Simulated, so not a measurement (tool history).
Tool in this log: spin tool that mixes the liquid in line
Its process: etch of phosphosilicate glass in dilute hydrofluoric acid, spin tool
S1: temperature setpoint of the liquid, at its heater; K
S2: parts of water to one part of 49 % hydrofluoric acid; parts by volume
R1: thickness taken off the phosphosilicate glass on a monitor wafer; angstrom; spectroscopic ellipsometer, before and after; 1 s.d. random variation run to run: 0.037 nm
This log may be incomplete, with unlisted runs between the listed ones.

Run 1, hour 0.0: S1 297.15 K, S2 195 parts by volume, time under the liquid (s) 15. Result: R1 52.165 angstrom.
Run 2, hour 1.2: S1 297.15 K, S2 195 parts by volume, time under the liquid (s) 15. Result: R1 51.607 angstrom.
Run 3, hour 9.7: S1 297.15 K, S2 155 parts by volume, time under the liquid (s) 15. Result: R1 68.136 angstrom.
Run 4, hour 14.7: S1 296.65 K, S2 155 parts by volume, time under the liquid (s) 15. Result: R1 67.302 angstrom.
Run 5, hour 17.7: S1 296.65 K, S2 210 parts by volume, time under the liquid (s) 15. Result: R1 46.616 angstrom.
Run 6, hour 19.0: S1 297.65 K, S2 210 parts by volume, time under the liquid (s) 15. Result: R1 48.312 angstrom.

What does the tool deliver on the next run?
Run 7, hour 19.9: S1 298.15 K, S2 210 parts by volume, time under the liquid (s) 15. Result: R1 ?.

R1: 49.413 angstrom
